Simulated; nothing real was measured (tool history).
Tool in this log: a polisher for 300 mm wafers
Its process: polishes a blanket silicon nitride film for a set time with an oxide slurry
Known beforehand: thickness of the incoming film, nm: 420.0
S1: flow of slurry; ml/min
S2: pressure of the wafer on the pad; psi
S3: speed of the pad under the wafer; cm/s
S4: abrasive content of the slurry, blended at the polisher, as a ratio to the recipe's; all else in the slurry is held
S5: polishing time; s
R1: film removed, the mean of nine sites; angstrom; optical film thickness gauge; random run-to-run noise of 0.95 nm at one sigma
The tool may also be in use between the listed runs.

run  hour   S1   S2   S3   S4  S5      R1
  1   0.0  140  4.2  132  1.0  44  379.81
  2   3.3  105  4.2  132  1.0  44  359.05
  3   8.5   85  4.2  132  1.0  44  333.53
  4  17.1   85  4.2  132  1.0  44  339.19
  5  25.7   90  4.4  132  1.0  44  366.81
  6  34.4   95  4.6  132  1.0  44  378.41
  7  35.0  100  4.8  132  1.0  44  412.44
  8  42.1  100  4.8  132  1.0  44  412.18

Predict the results of run 9:
  9  49.1  105  4.9  132  1.0  44   ?

R1: 423.04 angstrom

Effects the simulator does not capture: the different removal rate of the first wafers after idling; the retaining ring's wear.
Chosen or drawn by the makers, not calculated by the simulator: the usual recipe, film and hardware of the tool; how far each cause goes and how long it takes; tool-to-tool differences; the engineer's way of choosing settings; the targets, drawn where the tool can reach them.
